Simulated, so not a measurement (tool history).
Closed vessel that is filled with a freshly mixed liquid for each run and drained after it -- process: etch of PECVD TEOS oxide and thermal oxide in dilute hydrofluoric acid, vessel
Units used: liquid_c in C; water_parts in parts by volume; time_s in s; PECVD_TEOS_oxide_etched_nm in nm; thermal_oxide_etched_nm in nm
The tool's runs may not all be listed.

run,hour,liquid_c,water_parts,time_s,PECVD_TEOS_oxide_etched_nm,thermal_oxide_etched_nm
1,0,22,285,370,30.666,4.8579
2,2.6,20.5,285,370,28.95,4.6231
3,9,19.5,320,370,23.803,3.838
4,13.9,19.5,375,370,19.307,3.1294
5,20.1,21,375,370,20.294,3.335
6,27.1,21,375,500,27.644,4.442
7,32.6,20,410,500,23.588,3.7853
8,34.5,19.5,435,495,21.146,3.4443
9,39,19,455,485,19.262,3.1182
10,42,18.5,470,475,17.799,2.8662

What will run 11 give?
11,49.7,17,510,445,?,?

Run 11 gave PECVD_TEOS_oxide_etched_nm 14.115 nm, thermal_oxide_etched_nm 2.2574 nm.

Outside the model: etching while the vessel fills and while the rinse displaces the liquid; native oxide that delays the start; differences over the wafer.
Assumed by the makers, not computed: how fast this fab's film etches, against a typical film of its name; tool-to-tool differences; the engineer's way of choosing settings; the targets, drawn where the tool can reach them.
